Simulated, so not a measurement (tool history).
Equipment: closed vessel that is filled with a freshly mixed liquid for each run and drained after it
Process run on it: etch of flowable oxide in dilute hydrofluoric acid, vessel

run  hour  temperature setpoint of the liquid (K)  parts of water to one part of 49 % hydrofluoric acid (parts by volume)  time in the liquid (s)  thickness taken off the flowable oxide on a monitor wafer (nm)
  1   0.0                                  299.15                                                                     200                     280                                                          28.360
  2   3.0                                  299.15                                                                     200                     280                                                          28.155
  3  11.7                                  299.15                                                                     200                     280                                                          28.238
  4  12.7                                  301.15                                                                     185                     280                                                          33.335
  5  19.0                                  301.15                                                                     185                     280                                                          33.016
  6  22.4                                  302.65                                                                     175                     280                                                          37.754

For run 7, what comes out?
  7  27.8                                  303.65                                                                     170                     280                                                               ?

Run 7 measured thickness taken off the flowable oxide on a monitor wafer (nm) 40.664.
